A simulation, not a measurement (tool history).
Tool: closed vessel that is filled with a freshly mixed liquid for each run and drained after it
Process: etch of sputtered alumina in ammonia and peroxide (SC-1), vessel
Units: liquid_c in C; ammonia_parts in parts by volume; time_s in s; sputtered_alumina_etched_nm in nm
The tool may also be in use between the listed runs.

run 1 day=0 | liquid_c=55 ammonia_parts=0.4 time_s=70 | sputtered_alumina_etched_nm=6.1766
run 2 day=0.188 | liquid_c=56.5 ammonia_parts=0.4 time_s=70 | sputtered_alumina_etched_nm=6.6422
run 3 day=0.396 | liquid_c=56.5 ammonia_parts=0.4 time_s=70 | sputtered_alumina_etched_nm=6.6577
run 4 day=0.454 | liquid_c=57.5 ammonia_parts=0.4 time_s=70 | sputtered_alumina_etched_nm=7.1011
run 5 day=0.679 | liquid_c=57.5 ammonia_parts=0.55 time_s=70 | sputtered_alumina_etched_nm=7.2435
run 6 day=0.829 | liquid_c=58 ammonia_parts=0.55 time_s=70 | sputtered_alumina_etched_nm=7.5172

Run 7, settings as shown, results not yet in. Your forecast:
run 7 day=1 | liquid_c=58.5 ammonia_parts=0.55 time_s=70 | sputtered_alumina_etched_nm=?

Run 7 gave sputtered_alumina_etched_nm 7.6224 nm.
